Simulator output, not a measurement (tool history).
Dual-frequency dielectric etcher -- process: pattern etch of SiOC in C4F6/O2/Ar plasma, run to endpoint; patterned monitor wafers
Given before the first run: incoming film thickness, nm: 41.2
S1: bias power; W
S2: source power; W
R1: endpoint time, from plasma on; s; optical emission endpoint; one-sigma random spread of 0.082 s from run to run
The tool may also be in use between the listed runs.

run 1 hour=0.0 | S1=557 S2=320 | R1=13.637
run 2 hour=4.9 | S1=557 S2=280 | R1=14.839
run 3 hour=9.4 | S1=557 S2=230 | R1=16.664
run 4 hour=16.6 | S1=557 S2=260 | R1=15.480
run 5 hour=20.9 | S1=577 S2=270 | R1=14.954
run 6 hour=29.6 | S1=596 S2=280 | R1=14.547
run 7 hour=30.4 | S1=596 S2=280 | R1=14.676
run 8 hour=34.5 | S1=607 S2=290 | R1=14.094
run 9 hour=38.5 | S1=622 S2=300 | R1=13.686
run 10 hour=39.9 | S1=635 S2=310 | R1=13.687
run 11 hour=40.7 | S1=641 S2=320 | R1=13.239

Run 12 has not been measured yet. What should we expect?
run 12 hour=43.7 | S1=650 S2=330 | R1=?

{"run 12": {"R1": 12.853}}
